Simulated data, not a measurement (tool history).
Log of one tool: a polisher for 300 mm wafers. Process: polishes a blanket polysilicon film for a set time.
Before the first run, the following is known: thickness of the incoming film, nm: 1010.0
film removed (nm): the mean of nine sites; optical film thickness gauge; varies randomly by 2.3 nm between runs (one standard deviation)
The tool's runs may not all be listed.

| run | hour | flow of slurry (ml/min) | pressure of the wafer on the pad (kPa) | speed of the pad under the wafer (cm/s) | polishing time (s) | film removed (nm) |
|---|---|---|---|---|---|---|
| 1 | 0.0 | 150 | 17.2 | 118 | 43 | 364.69 |
| 2 | 8.9 | 150 | 17.2 | 118 | 45 | 384.16 |
| 3 | 16.4 | 140 | 16.5 | 118 | 45 | 360.36 |
| 4 | 20.1 | 120 | 16.5 | 118 | 45 | 353.33 |
| 5 | 23.0 | 120 | 16.5 | 118 | 43 | 341.53 |
| 6 | 25.2 | 120 | 16.5 | 96 | 43 | 273.26 |
| 7 | 30.6 | 135 | 17.2 | 96 | 43 | 293.28 |

The next listed run, before its measurement:
| 8 | 31.9 | 145 | 17.2 | 96 | 43 | ? |

film removed (nm): 298.76
